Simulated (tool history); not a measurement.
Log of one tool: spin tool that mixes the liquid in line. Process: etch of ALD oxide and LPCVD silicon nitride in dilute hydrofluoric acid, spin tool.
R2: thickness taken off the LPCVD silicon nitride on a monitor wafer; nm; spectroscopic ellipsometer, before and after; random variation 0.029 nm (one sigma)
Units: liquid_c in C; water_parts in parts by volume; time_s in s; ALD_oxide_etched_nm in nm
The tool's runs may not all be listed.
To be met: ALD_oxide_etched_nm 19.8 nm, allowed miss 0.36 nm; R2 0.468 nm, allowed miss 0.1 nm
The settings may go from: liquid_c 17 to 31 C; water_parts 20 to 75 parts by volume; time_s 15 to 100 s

Run 1, hour 0: liquid_c 23 C, water_parts 45 parts by volume, time_s 50 s. Result: ALD_oxide_etched_nm 18.394 nm, R2 0.56658 nm.
Run 2, hour 3.3: liquid_c 23 C, water_parts 55 parts by volume, time_s 50 s. Result: ALD_oxide_etched_nm 14.943 nm, R2 0.44533 nm.
Run 3, hour 7.4: liquid_c 24.5 C, water_parts 55 parts by volume, time_s 50 s. Result: ALD_oxide_etched_nm 16.004 nm, R2 0.46137 nm.
Run 4, hour 9.4: liquid_c 24.5 C, water_parts 55 parts by volume, time_s 30 s. Result: ALD_oxide_etched_nm 9.5521 nm, R2 0.27967 nm.
Run 5, hour 11.1: liquid_c 22 C, water_parts 55 parts by volume, time_s 30 s. Result: ALD_oxide_etched_nm 8.6194 nm, R2 0.23344 nm.
At hour 15.8: thermometer replaced.
Run 6, hour 15.8: liquid_c 24.5 C, water_parts 50 parts by volume, time_s 30 s. Result: ALD_oxide_etched_nm 9.9372 nm, R2 0.27672 nm.
Run 7, hour 23.6: liquid_c 26.5 C, water_parts 40 parts by volume, time_s 30 s. Result: ALD_oxide_etched_nm 13.662 nm, R2 0.39486 nm.
Run 8, hour 29.9: liquid_c 28 C, water_parts 35 parts by volume, time_s 30 s. Result: ALD_oxide_etched_nm 16.813 nm, R2 0.5321 nm.
Run 9, hour 33: liquid_c 28.5 C, water_parts 35 parts by volume, time_s 30 s. Result: ALD_oxide_etched_nm 17.094 nm, R2 0.53303 nm.
Run 10, hour 38: liquid_c 29 C, water_parts 35 parts by volume, time_s 30 s. Result: ALD_oxide_etched_nm 17.401 nm, R2 0.5625 nm.

Which of these 4 next moves meets every target?
Run A, hour 43: liquid_c 28.5 C, water_parts 45 parts by volume, time_s 35 s. Result: ALD_oxide_etched_nm ?, R2 ?.
Run B, hour 43: liquid_c 31 C, water_parts 50 parts by volume, time_s 50 s. Result: ALD_oxide_etched_nm ?, R2 ?.
Run C, hour 43: liquid_c 22.5 C, water_parts 20 parts by volume, time_s 25 s. Result: ALD_oxide_etched_nm ?, R2 ?.
Run D, hour 43: liquid_c 26.5 C, water_parts 20 parts by volume, time_s 20 s. Result: ALD_oxide_etched_nm ?, R2 ?.

move  ALD_oxide_etched_nm       R2
   A               15.316  0.42835
   B               21.565   0.6483
   C               19.898   0.4477
   D               18.837  0.47065
A: further off than the last run
B: takes the result that was furthest off past its target
C: meets every target
D: nearer than the last run, and not there yet
Answer: C

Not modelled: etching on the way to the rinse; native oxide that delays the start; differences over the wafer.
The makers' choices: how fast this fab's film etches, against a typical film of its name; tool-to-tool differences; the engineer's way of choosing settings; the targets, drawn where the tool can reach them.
